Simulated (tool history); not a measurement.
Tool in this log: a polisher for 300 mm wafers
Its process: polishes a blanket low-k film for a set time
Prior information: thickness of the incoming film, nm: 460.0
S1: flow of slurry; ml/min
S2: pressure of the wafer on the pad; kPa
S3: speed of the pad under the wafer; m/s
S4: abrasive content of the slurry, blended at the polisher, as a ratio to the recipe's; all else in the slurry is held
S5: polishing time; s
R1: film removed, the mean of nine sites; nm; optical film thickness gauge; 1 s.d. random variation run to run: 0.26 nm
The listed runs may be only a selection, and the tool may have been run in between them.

| run | hour | S1 | S2 | S3 | S4 | S5 | R1 |
|---|---|---|---|---|---|---|---|
| 1 | 0.0 | 210 | 13.8 | 0.96 | 1.00 | 52 | 14.247 |
| 2 | 0.9 | 215 | 15.9 | 1.00 | 1.00 | 52 | 16.846 |
| 3 | 3.6 | 215 | 15.9 | 0.82 | 1.00 | 52 | 14.727 |
| 4 | 8.8 | 215 | 13.1 | 0.82 | 1.00 | 52 | 12.760 |
| 5 | 10.0 | 215 | 13.1 | 1.04 | 1.00 | 52 | 14.550 |
| 6 | 18.9 | 220 | 15.2 | 1.10 | 1.00 | 52 | 16.761 |
| 7 | 26.5 | 220 | 16.5 | 1.18 | 1.00 | 52 | 18.778 |
| 8 | 34.6 | 220 | 17.9 | 1.26 | 1.00 | 52 | 20.656 |
| 9 | 39.4 | 235 | 21.4 | 1.50 | 1.05 | 52 | 26.509 |

Run 10 is up next; what results do you expect?
| 10 | 44.2 | 235 | 21.4 | 1.50 | 1.10 | 52 | ? |

Run 10 measured R1 26.565 nm.

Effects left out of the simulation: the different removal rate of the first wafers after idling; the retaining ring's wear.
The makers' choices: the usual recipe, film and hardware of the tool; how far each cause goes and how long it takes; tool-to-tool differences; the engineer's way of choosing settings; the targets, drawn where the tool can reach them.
